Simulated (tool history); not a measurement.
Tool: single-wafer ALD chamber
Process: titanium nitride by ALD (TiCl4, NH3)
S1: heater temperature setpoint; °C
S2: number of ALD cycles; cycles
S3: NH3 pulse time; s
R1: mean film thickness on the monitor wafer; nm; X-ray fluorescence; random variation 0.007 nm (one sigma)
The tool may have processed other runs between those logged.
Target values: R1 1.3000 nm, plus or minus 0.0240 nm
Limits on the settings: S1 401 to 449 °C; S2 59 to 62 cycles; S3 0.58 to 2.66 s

Run 1, hour 0.0: S1 425 °C, S2 62 cycles, S3 1.62 s. Result: R1 1.4382 nm.
Run 2, hour 5.7: S1 423 °C, S2 62 cycles, S3 1.52 s. Result: R1 1.4246 nm.
Run 3, hour 8.7: S1 421 °C, S2 62 cycles, S3 1.43 s. Result: R1 1.4424 nm.
Run 4, hour 11.9: S1 431 °C, S2 62 cycles, S3 1.43 s. Result: R1 1.4378 nm.
Run 5, hour 20.6: S1 431 °C, S2 62 cycles, S3 1.43 s. Result: R1 1.4200 nm.
Run 6, hour 25.0: S1 431 °C, S2 62 cycles, S3 1.73 s. Result: R1 1.4365 nm.
Run 7, hour 30.8: S1 433 °C, S2 62 cycles, S3 1.61 s. Result: R1 1.4455 nm.
Run 8, hour 34.0: S1 430 °C, S2 62 cycles, S3 1.51 s. Result: R1 1.4239 nm.
Run 9, hour 34.9: S1 432 °C, S2 62 cycles, S3 1.42 s. Result: R1 1.4260 nm.
Run 10, hour 39.8: S1 432 °C, S2 62 cycles, S3 1.42 s. Result: R1 1.4365 nm.
Run 11, hour 41.2: S1 429 °C, S2 62 cycles, S3 1.34 s. Result: R1 1.4274 nm.
Run 12, hour 45.5: S1 431 °C, S2 62 cycles, S3 1.26 s. Result: R1 1.4256 nm.
Run 13, hour 51.8: S1 432 °C, S2 62 cycles, S3 1.19 s. Result: R1 1.4151 nm.
Run 14, hour 55.5: S1 432 °C, S2 62 cycles, S3 1.19 s. Result: R1 1.4129 nm.
Run 15, hour 61.4: S1 434 °C, S2 62 cycles, S3 1.13 s. Result: R1 1.3963 nm.
Run 16, hour 67.0: S1 434 °C, S2 62 cycles, S3 1.08 s. Result: R1 1.4109 nm.

4 candidate next runs follow, results not yet known. Just one meets every target within its allowed miss. Identify it.
Run A, hour 72.6: S1 433 °C, S2 60 cycles, S3 1.01 s. Result: R1 ?.
Run B, hour 72.6: S1 429 °C, S2 60 cycles, S3 1.09 s. Result: R1 ?.
Run C, hour 72.6: S1 449 °C, S2 59 cycles, S3 1.23 s. Result: R1 ?.
Run D, hour 72.6: S1 445 °C, S2 59 cycles, S3 0.74 s. Result: R1 ?.

move      R1
   A  1.3529
   B  1.3588
   C  1.3535
   D  1.2925
A: gains on the last run, yet a result remains outside its allowed miss
B: gains on the last run, yet a result remains outside its allowed miss
C: gains on the last run, yet a result remains outside its allowed miss
D: all results land within tolerance of their targets
Go with D: it meets all targets.

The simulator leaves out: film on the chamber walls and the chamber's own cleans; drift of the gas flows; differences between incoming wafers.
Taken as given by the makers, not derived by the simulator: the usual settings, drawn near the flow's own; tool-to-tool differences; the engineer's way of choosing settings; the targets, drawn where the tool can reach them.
